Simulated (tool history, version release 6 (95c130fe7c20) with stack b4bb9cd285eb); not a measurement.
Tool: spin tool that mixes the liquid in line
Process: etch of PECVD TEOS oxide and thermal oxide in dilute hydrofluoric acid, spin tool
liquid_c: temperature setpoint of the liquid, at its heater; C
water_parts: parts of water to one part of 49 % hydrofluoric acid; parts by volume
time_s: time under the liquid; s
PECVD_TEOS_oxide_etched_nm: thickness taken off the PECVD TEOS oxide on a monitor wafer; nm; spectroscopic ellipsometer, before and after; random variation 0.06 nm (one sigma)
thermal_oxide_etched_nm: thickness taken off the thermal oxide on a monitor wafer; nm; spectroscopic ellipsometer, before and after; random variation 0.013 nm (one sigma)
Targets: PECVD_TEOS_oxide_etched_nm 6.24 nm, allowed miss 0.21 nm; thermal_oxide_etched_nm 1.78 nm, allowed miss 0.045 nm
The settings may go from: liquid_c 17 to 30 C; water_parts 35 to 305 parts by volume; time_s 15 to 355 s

run,hour,liquid_c,water_parts,time_s,PECVD_TEOS_oxide_etched_nm,thermal_oxide_etched_nm
1,0,22,170,180,16.062,4.5496
2,7.9,21,190,180,13.394,3.792
3,16.6,21,225,180,10.882,3.139
4,20.9,20,235,180,10.019,2.8785
5,22.1,20,235,105,5.8013,1.6908
6,30.2,17,235,105,5.1772,1.486
7,33.5,17.5,235,105,5.3279,1.5054
8,34.3,18,235,105,5.3835,1.5412
9,40.2,18.5,235,105,5.5371,1.5602
10,48.5,19,235,105,5.7198,1.6014
11,49.4,19.5,235,105,5.7388,1.6236
12,50.6,20,235,105,5.7826,1.664

4 next moves are on the table. One of them brings every result within its allowed miss. Which?
A,51.8,17.5,180,85,?,?
B,51.8,19.5,210,85,?,?
C,51.8,17.5,265,145,?,?
D,51.8,17,140,75,?,?

move,PECVD_TEOS_oxide_etched_nm,thermal_oxide_etched_nm
A,5.9245,1.6594
B,5.3391,1.4954
C,6.3558,1.7802
D,6.8446,1.9171
A: as far off as the last run
B: further off than the last run
C: meets every target
D: takes the result that was furthest off past its target
The right move is C.

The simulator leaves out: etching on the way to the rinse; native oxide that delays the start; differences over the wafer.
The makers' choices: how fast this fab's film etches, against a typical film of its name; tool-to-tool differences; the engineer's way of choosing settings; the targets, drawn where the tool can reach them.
